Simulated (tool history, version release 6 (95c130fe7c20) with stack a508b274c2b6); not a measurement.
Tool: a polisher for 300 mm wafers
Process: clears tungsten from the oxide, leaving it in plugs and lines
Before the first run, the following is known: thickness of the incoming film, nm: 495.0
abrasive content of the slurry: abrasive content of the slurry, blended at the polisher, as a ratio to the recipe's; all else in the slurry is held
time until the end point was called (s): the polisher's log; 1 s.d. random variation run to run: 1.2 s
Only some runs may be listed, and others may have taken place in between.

run	day	flow of slurry (ml/min)	pressure of the wafer on the pad (kPa)	speed of the pad under the wafer (cm/s)	abrasive content of the slurry	overpolish time after the end point (s)	time until the end point was called (s)
1	0.000	145	33.1	94	1.00	31	102.620
2	0.354	145	33.1	94	0.85	31	107.880
3	0.596	145	26.9	94	0.85	31	126.930
4	0.971	145	33.1	96	0.85	31	107.650
5	1.071	145	33.1	96	0.75	31	108.890
6	1.400	145	33.1	96	0.85	31	104.000

For run 7, what comes out?
7	1.704	145	37.2	98	0.85	31	?

time until the end point was called (s): 95.605
